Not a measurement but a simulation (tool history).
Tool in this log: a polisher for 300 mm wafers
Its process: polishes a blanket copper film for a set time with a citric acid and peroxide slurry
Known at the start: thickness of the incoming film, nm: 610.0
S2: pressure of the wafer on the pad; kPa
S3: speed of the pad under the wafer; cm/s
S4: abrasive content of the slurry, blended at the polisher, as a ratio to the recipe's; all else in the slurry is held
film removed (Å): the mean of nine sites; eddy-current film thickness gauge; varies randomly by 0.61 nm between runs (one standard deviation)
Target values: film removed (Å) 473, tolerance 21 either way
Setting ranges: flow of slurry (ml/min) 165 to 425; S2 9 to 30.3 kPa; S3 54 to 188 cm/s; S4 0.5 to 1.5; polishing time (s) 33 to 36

Run 1, hour 0: flow of slurry (ml/min) 275, S2 19.3 kPa, S3 120 cm/s, S4 1, polishing time (s) 36. Result: film removed (Å) 977.76.
Run 2, hour 0.8: flow of slurry (ml/min) 275, S2 23.4 kPa, S3 120 cm/s, S4 1, polishing time (s) 36. Result: film removed (Å) 1195.
Run 3, hour 5.1: flow of slurry (ml/min) 275, S2 23.4 kPa, S3 120 cm/s, S4 1, polishing time (s) 36. Result: film removed (Å) 1176.3.
Run 4, hour 8.3: flow of slurry (ml/min) 275, S2 26.9 kPa, S3 120 cm/s, S4 1, polishing time (s) 36. Result: film removed (Å) 1339.7.
Run 5, hour 9: flow of slurry (ml/min) 275, S2 22.8 kPa, S3 120 cm/s, S4 1, polishing time (s) 36. Result: film removed (Å) 1137.9.
Run 6, hour 10.1: flow of slurry (ml/min) 275, S2 19.3 kPa, S3 110 cm/s, S4 1, polishing time (s) 36. Result: film removed (Å) 886.23.
Run 7, hour 16.7: flow of slurry (ml/min) 275, S2 16.5 kPa, S3 106 cm/s, S4 1, polishing time (s) 36. Result: film removed (Å) 752.05.
Run 8, hour 24.4: flow of slurry (ml/min) 275, S2 14.5 kPa, S3 102 cm/s, S4 1, polishing time (s) 36. Result: film removed (Å) 639.54.
Run 9, hour 25.9: flow of slurry (ml/min) 275, S2 13.1 kPa, S3 102 cm/s, S4 1, polishing time (s) 36. Result: film removed (Å) 568.82.
Run 10, hour 34.8: flow of slurry (ml/min) 275, S2 9.7 kPa, S3 100 cm/s, S4 1, polishing time (s) 36. Result: film removed (Å) 428.58.

4 next moves are on the table. One of them brings every result within its allowed miss. Which?
Run A, hour 43.7: flow of slurry (ml/min) 255, S2 9 kPa, S3 104 cm/s, S4 1, polishing time (s) 36. Result: film removed (Å) ?.
Run B, hour 43.7: flow of slurry (ml/min) 280, S2 9 kPa, S3 116 cm/s, S4 1.1, polishing time (s) 33. Result: film removed (Å) ?.
Run C, hour 43.7: flow of slurry (ml/min) 205, S2 11 kPa, S3 102 cm/s, S4 1.05, polishing time (s) 36. Result: film removed (Å) ?.
Run D, hour 43.7: flow of slurry (ml/min) 310, S2 9.7 kPa, S3 88 cm/s, S4 1.1, polishing time (s) 34. Result: film removed (Å) ?.

move  film removed (Å)
   A            401.87
   B            422.35
   C            471.34
   D            363.32
A: its largest miss is bigger than the last run's
B: its largest miss is bigger than the last run's
C: all results land within tolerance of their targets
D: its largest miss is bigger than the last run's
Correct choice: C, which meets every target

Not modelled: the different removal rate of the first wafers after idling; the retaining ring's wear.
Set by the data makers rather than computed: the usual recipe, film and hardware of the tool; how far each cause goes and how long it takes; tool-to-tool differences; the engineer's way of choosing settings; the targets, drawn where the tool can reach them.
